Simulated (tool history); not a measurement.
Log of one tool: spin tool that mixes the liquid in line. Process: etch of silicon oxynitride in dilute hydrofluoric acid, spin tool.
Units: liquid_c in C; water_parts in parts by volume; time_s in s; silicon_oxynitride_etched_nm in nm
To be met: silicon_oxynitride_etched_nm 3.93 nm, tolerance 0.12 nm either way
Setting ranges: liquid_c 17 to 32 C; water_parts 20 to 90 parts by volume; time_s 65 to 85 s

run    day  liquid_c  water_parts  time_s  silicon_oxynitride_etched_nm
  1      0        24           50      85                        6.3358
  2  0.042        23           50      85                        5.9585
  3  0.354      26.5           50      85                        7.0082
  4   0.65      26.5           40      85                        8.8696
  5  0.775      26.5           50      85                        7.1019
  6    0.8      25.5           50      85                        6.7804
  7  1.108      24.5           50      85                        6.4663
  8  1.308      23.5           50      85                        6.0959
  9  1.612      19.5           55      85                        4.5295
 10  1.817        19           55      85                         4.404
 11  1.962        18           55      85                        4.2216

4 candidate next runs follow, results not yet known. Just one meets every target within its allowed miss. Identify it.
  A  2.108      17.5           50      85                             ?
  B  2.108        17           50      75                             ?
  C  2.108        18           50      75                             ?
  D  2.108        21           60      80                             ?

move  silicon_oxynitride_etched_nm
   A                        4.4967
   B                        3.8669
   C                        4.0708
   D                        4.1835
A: lands further from the targets than the last run did
B: every result lands within tolerance
C: closer than the last run, but not yet in spec
D: closer than the last run, but not yet in spec
Answer: B

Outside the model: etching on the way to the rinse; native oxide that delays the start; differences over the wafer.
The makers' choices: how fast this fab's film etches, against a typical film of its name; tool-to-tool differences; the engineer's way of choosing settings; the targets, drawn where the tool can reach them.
